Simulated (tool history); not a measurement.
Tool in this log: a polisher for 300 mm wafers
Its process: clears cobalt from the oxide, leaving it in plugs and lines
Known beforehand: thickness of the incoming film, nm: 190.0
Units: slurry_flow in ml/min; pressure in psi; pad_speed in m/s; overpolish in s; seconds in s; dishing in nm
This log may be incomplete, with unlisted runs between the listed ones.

run,day,slurry_flow,pressure,pad_speed,overpolish,seconds,dishing
1,0,165,1.5,0.96,29,48.735,66.557
2,0.196,165,1.5,0.84,29,55.737,61.644
3,0.258,170,1.6,0.84,28,51.782,61.813
4,0.55,170,1.6,0.84,19,51.7,51.566
5,0.779,170,1.6,0.84,26,51.593,60.51
6,1.088,170,1.3,0.84,26,62.347,53.46
7,1.342,175,1.4,0.84,25,57.438,55.207
8,1.479,190,1.5,0.84,25,53.301,56.42
9,1.521,200,1.6,0.84,25,50.472,61.688
10,1.858,205,1.7,0.84,24,47.119,59.206

Run 11 is up next; what results do you expect?
11,1.917,215,2,0.86,29,?,?

Run 11 measured seconds 38.792 s, dishing 71.828 nm.

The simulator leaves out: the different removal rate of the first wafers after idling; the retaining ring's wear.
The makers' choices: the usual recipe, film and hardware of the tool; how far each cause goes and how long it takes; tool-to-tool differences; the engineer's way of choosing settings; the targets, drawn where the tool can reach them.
